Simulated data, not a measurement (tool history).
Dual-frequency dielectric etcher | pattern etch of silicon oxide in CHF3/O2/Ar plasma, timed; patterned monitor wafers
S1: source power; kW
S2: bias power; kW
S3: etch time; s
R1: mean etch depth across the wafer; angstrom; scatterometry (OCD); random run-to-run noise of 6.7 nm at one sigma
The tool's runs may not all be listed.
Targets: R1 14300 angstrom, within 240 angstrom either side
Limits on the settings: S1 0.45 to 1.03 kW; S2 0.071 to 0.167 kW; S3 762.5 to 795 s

{"run": 1, "day": 0.0, "S1": 0.74, "S2": 0.119, "S3": 762.5, "R1": 15368}
{"run": 2, "day": 0.346, "S1": 0.82, "S2": 0.119, "S3": 762.5, "R1": 16384}
{"run": 3, "day": 0.429, "S1": 0.82, "S2": 0.119, "S3": 795, "R1": 17194}
{"run": 4, "day": 0.475, "S1": 0.78, "S2": 0.118, "S3": 795, "R1": 16494}
{"run": 5, "day": 0.712, "S1": 0.85, "S2": 0.118, "S3": 795, "R1": 17423}
{"run": 6, "day": 1.046, "S1": 0.73, "S2": 0.118, "S3": 795, "R1": 15938}
{"run": 7, "day": 1.4, "S1": 0.71, "S2": 0.118, "S3": 795, "R1": 15568}
{"run": 8, "day": 1.721, "S1": 0.7, "S2": 0.118, "S3": 795, "R1": 15533}
{"run": 9, "day": 1.85, "S1": 0.69, "S2": 0.118, "S3": 795, "R1": 15263}
{"run": 10, "day": 1.896, "S1": 0.69, "S2": 0.118, "S3": 795, "R1": 15283}
{"run": 11, "day": 2.183, "S1": 0.68, "S2": 0.118, "S3": 795, "R1": 15163}
{"run": 12, "day": 2.462, "S1": 0.67, "S2": 0.118, "S3": 795, "R1": 14929}
{"run": 13, "day": 2.812, "S1": 0.66, "S2": 0.118, "S3": 795, "R1": 14708}
{"run": 14, "day": 3.092, "S1": 0.64, "S2": 0.118, "S3": 795, "R1": 14502}

Next run, 5 choices. One meets every target within its allowed miss, the rest don't. Which?
{"run": "A", "day": 3.371, "S1": 0.65, "S2": 0.116, "S3": 780.5, "R1": "?"}
{"run": "B", "day": 3.371, "S1": 0.65, "S2": 0.121, "S3": 795, "R1": "?"}
{"run": "C", "day": 3.371, "S1": 0.7, "S2": 0.106, "S3": 795, "R1": "?"}
{"run": "D", "day": 3.371, "S1": 0.63, "S2": 0.125, "S3": 795, "R1": "?"}
{"run": "E", "day": 3.371, "S1": 0.71, "S2": 0.118, "S3": 762.5, "R1": "?"}

move=A R1=14320
move=B R1=14821
move=C R1=14821
move=D R1=14685
move=E R1=14933
A: all results in spec
B: its largest miss is bigger than the last run's
C: its largest miss is bigger than the last run's
D: its largest miss is bigger than the last run's
E: its largest miss is bigger than the last run's
Answer: A
